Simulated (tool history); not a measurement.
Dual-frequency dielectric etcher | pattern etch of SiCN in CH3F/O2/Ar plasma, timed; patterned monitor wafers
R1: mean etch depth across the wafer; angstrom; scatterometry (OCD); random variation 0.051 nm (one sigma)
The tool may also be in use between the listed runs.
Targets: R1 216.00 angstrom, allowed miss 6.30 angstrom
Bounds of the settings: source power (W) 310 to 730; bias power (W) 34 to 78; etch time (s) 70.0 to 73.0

run 1 hour=0.0 | source_power_(W)=520 bias_power_(W)=56 etch_time_(s)=70.0 | R1=252.67
run 2 hour=5.4 | source_power_(W)=520 bias_power_(W)=52 etch_time_(s)=70.0 | R1=245.84
run 3 hour=9.5 | source_power_(W)=490 bias_power_(W)=51 etch_time_(s)=70.0 | R1=240.69
run 4 hour=13.0 | source_power_(W)=490 bias_power_(W)=51 etch_time_(s)=70.0 | R1=241.80
run 5 hour=17.4 | source_power_(W)=470 bias_power_(W)=49 etch_time_(s)=70.0 | R1=235.11
run 6 hour=26.2 | source_power_(W)=470 bias_power_(W)=59 etch_time_(s)=70.0 | R1=251.80
run 7 hour=26.9 | source_power_(W)=450 bias_power_(W)=56 etch_time_(s)=70.0 | R1=243.37
run 8 hour=33.0 | source_power_(W)=430 bias_power_(W)=54 etch_time_(s)=70.0 | R1=239.75
run 9 hour=33.9 | source_power_(W)=410 bias_power_(W)=52 etch_time_(s)=70.0 | R1=231.62
run 10 hour=42.6 | source_power_(W)=400 bias_power_(W)=51 etch_time_(s)=70.0 | R1=230.45
run 11 hour=44.9 | source_power_(W)=390 bias_power_(W)=50 etch_time_(s)=70.0 | R1=227.96
run 12 hour=52.7 | source_power_(W)=380 bias_power_(W)=49 etch_time_(s)=70.0 | R1=223.59
run 13 hour=56.3 | source_power_(W)=370 bias_power_(W)=49 etch_time_(s)=70.0 | R1=223.24

Which of these 4 next moves meets every target?
run A hour=59.9 | source_power_(W)=350 bias_power_(W)=52 etch_time_(s)=71.5 | R1=?
run B hour=59.9 | source_power_(W)=360 bias_power_(W)=54 etch_time_(s)=71.0 | R1=?
run C hour=59.9 | source_power_(W)=370 bias_power_(W)=53 etch_time_(s)=73.0 | R1=?
run D hour=59.9 | source_power_(W)=440 bias_power_(W)=35 etch_time_(s)=73.0 | R1=?

move=A R1=229.64
move=B R1=232.65
move=C R1=238.91
move=D R1=213.98
A: further off than the last run
B: further off than the last run
C: further off than the last run
D: meets every target
Move D is the one to make.
